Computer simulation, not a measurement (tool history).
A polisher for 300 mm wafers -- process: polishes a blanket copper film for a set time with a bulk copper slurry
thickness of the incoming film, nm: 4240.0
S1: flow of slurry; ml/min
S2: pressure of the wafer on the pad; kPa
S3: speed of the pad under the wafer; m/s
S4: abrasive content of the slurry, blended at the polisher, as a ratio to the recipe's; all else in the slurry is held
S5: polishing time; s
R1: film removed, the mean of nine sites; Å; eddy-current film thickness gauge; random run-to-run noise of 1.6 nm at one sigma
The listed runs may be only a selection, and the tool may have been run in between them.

| run | hour | S1 | S2 | S3 | S4 | S5 | R1 |
|---|---|---|---|---|---|---|---|
| 1 | 0.0 | 290 | 17.2 | 1.40 | 1.0 | 19 | 2000.2 |
| 2 | 2.3 | 290 | 14.5 | 1.38 | 1.0 | 19 | 1596.3 |
| 3 | 5.2 | 290 | 14.5 | 1.38 | 1.0 | 19 | 1662.5 |
| 4 | 9.5 | 290 | 12.4 | 1.36 | 1.0 | 19 | 1387.5 |
|  | 11.7 | slurry nozzle cleaned |
| 5 | 11.7 | 320 | 12.4 | 1.36 | 1.0 | 19 | 1445.5 |
| 6 | 14.8 | 320 | 12.4 | 1.36 | 1.1 | 19 | 1481.2 |
| 7 | 21.4 | 310 | 11.0 | 1.36 | 1.1 | 19 | 1296.9 |

The next listed run, before its measurement:
| 8 | 25.0 | 295 | 11.0 | 1.36 | 1.1 | 19 | ? |

{"run 8": {"R1": 1335.7}}
